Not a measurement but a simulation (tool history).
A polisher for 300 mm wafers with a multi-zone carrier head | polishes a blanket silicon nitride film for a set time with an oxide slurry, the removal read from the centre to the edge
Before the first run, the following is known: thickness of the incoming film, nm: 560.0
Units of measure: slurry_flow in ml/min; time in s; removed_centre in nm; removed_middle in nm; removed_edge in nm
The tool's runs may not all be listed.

| run | hour | slurry_flow | centre_zone | middle_zone | edge_zone | slurry_solids | time | removed_centre | removed_middle | removed_edge |
|---|---|---|---|---|---|---|---|---|---|---|
| 1 | 0.0 | 165 | 1.00 | 1.00 | 1.00 | 1.0 | 34 | 32.923 | 33.191 | 33.439 |
| 2 | 4.3 | 195 | 1.00 | 1.00 | 1.00 | 1.0 | 34 | 34.841 | 33.610 | 33.966 |
| 3 | 12.8 | 200 | 1.01 | 1.03 | 1.02 | 1.0 | 34 | 34.888 | 34.350 | 34.828 |
| 4 | 19.4 | 200 | 1.01 | 1.03 | 1.02 | 1.2 | 34 | 37.872 | 37.322 | 37.870 |
| 5 | 26.7 | 205 | 1.02 | 1.04 | 1.01 | 1.2 | 34 | 38.784 | 37.821 | 37.349 |
| 6 | 29.2 | 210 | 1.03 | 1.05 | 1.01 | 1.2 | 34 | 39.657 | 38.175 | 38.308 |
| 7 | 37.2 | 215 | 1.03 | 1.06 | 1.00 | 1.2 | 34 | 39.242 | 39.162 | 37.577 |
| 8 | 38.1 | 220 | 1.04 | 1.06 | 1.00 | 1.2 | 34 | 39.736 | 38.796 | 38.156 |

What does the tool deliver on the next run?
| 9 | 42.1 | 225 | 1.05 | 1.07 | 0.99 | 1.2 | 34 | ? | ? | ? |

{"run 9": {"removed_centre": 41.243, "removed_middle": 39.29, "removed_edge": 37.366}}

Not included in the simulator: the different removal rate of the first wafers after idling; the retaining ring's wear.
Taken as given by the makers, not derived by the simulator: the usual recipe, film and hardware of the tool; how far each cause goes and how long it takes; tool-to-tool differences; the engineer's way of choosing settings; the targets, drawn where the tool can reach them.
